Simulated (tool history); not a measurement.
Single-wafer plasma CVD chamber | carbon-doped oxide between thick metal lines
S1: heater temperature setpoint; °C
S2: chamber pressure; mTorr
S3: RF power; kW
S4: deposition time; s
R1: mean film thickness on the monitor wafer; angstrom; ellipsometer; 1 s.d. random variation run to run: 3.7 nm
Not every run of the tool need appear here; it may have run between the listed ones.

run,hour,S1,S2,S3,S4,R1
1,0,350,6980,0.59,170,9847.5
2,9,352,6830,0.55,169,9155.3
3,10.6,355,6550,0.535,169,8857.5
4,14.2,355,5970,0.535,169,8703.7
5,22.9,355,5970,0.455,169,7636.1
6,28.3,355,5070,0.455,169,7307.6
7,36.4,355,5500,0.46,169,7537.8
8,43.5,347,6770,0.475,169,8293.4

Estimate the outcome of run 9 from the log above:
9,46.5,347,6770,0.475,169,?

Run 9 produced R1 8312.8 angstrom.
